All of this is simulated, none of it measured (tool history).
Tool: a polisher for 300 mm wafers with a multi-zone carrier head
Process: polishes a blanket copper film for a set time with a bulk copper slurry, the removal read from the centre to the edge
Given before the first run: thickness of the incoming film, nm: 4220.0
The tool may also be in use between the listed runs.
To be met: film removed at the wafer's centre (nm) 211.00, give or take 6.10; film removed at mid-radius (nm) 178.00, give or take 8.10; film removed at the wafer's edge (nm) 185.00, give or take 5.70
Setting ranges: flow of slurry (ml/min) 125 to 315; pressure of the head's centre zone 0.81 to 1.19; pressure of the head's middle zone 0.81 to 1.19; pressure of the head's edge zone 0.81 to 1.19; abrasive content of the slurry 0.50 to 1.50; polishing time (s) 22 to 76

run	hour	flow of slurry (ml/min)	pressure of the head's centre zone	pressure of the head's middle zone	pressure of the head's edge zone	abrasive content of the slurry	polishing time (s)	film removed at the wafer's centre (nm)	film removed at mid-radius (nm)	film removed at the wafer's edge (nm)
1	0.0	205	1.00	1.00	1.00	1.00	49	320.44	317.16	322.48
2	1.1	205	1.00	1.00	0.92	1.00	49	319.75	318.55	314.77
3	7.8	205	1.00	1.00	0.92	0.90	49	313.22	312.96	304.02
4	13.0	205	1.01	0.97	0.91	0.85	46	293.86	280.70	281.19
5	15.6	205	1.01	1.01	0.91	0.85	46	293.93	293.48	284.29
6	20.3	205	1.02	0.99	0.90	0.80	43	270.46	266.48	260.21
7	27.3	205	1.03	0.97	0.89	0.75	41	256.74	245.31	243.38
8	33.3	200	1.04	0.95	0.88	0.70	40	254.86	223.50	228.88
9	37.2	195	1.04	0.94	0.87	0.65	39	239.92	218.60	219.50
10	41.1	190	1.04	0.92	0.86	0.60	39	231.92	211.73	214.95
11	47.8	185	1.05	0.91	0.85	0.60	38	226.46	199.50	208.16
12	51.8	180	1.06	0.91	0.84	0.60	38	232.72	198.32	204.77
13	54.5	175	1.06	0.91	0.83	0.60	38	226.29	197.51	203.39
14	56.7	170	1.06	0.91	0.83	0.60	38	224.81	198.28	200.73
15	61.2	165	1.06	0.90	0.83	0.60	38	225.69	190.90	200.79
16	67.7	165	1.06	0.90	0.83	0.60	38	226.78	198.74	201.77
17	73.3	160	1.06	0.89	0.83	0.60	38	226.65	186.79	202.56

5 candidate next runs follow, results not yet known. Just one meets every target within its allowed miss. Identify it.
A	78.9	165	1.19	0.82	0.82	0.60	33	?	?	?
B	78.9	190	1.09	0.90	0.86	0.65	33	?	?	?
C	78.9	210	1.14	0.88	0.81	0.65	34	?	?	?
D	78.9	190	1.19	0.94	0.81	0.55	33	?	?	?
E	78.9	240	1.04	1.01	0.81	0.50	35	?	?	?

move	film removed at the wafer's centre (nm)	film removed at mid-radius (nm)	film removed at the wafer's edge (nm)
A	216.40	156.29	173.65
B	207.76	176.41	183.85
C	227.97	181.28	186.75
D	218.81	176.22	172.48
E	206.40	201.52	183.73
A: carries the result that was furthest off beyond its target, to the other side
B: hits every target within its allowed miss
C: puts the biggest miss on target and leaves a different result outside tolerance
D: carries the result that was furthest off beyond its target, to the other side
E: puts the biggest miss on target and leaves a different result outside tolerance
So the answer is move B, the one that meets all the targets.
